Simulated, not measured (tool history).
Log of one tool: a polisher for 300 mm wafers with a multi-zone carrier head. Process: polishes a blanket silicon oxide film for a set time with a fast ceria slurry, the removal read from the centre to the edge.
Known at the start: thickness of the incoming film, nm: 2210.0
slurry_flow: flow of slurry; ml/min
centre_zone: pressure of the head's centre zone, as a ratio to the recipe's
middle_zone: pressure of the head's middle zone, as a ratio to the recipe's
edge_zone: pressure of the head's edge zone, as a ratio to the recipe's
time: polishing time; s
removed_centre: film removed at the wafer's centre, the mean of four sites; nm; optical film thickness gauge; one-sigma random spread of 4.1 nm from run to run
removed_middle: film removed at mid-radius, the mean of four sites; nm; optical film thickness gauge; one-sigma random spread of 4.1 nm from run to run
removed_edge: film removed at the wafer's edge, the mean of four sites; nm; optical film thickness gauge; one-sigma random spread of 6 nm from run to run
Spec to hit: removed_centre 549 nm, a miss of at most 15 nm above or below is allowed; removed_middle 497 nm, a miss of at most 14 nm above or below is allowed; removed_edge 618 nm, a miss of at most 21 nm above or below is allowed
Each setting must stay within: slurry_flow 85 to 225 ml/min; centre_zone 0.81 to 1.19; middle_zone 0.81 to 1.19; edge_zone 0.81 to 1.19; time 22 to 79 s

run	hour	slurry_flow	centre_zone	middle_zone	edge_zone	time	removed_centre	removed_middle	removed_edge
1	0	145	1	1	1	50	949.83	943.1	934.53
2	8.6	160	1	1	1	50	957.51	953.32	959.89
3	16.9	155	0.99	0.98	1.01	48	891.66	891.12	916.44
4	25.6	150	0.99	0.96	1.01	46	867.4	842.8	893.27
5	30	150	0.99	0.96	1.01	53	989.23	966.61	1009.2
6	37.4	150	0.99	0.92	1.01	53	987.22	930.95	1006.2
7	43.5	145	0.98	0.91	1.01	50	927.98	862.14	950.77
8	47.4	140	0.97	0.9	1.01	48	874.01	822.21	915.94
9	54.4	135	0.97	0.89	1.01	46	829.9	778.88	861.66
10	59.2	95	0.95	0.81	1.11	32	544.27	472.31	606.24

Which single option among these 5 for the next run brings every result within its allowed miss of target? Just one does.
A	64	100	1	0.82	1.09	33	?	?	?
B	64	105	1.02	0.82	1.09	33	?	?	?
C	64	90	0.96	0.84	1.09	30	?	?	?
D	64	85	0.99	0.87	1.17	32	?	?	?
E	64	85	0.86	0.81	0.93	36	?	?	?

move	removed_centre	removed_middle	removed_edge
A	585.2	500.2	621.73
B	598.81	503.64	624.72
C	507.04	456.88	559.2
D	548.47	497.37	612.69
E	555.33	528.14	622.72
A: brings the last run's worst result on target, with another outside its allowed miss
B: brings the last run's worst result on target, with another outside its allowed miss
C: the biggest miss grows against the last run
D: every result lands within tolerance
E: moves the result that the last run missed by most past its target, out the other side
Correct choice: D, which meets every target
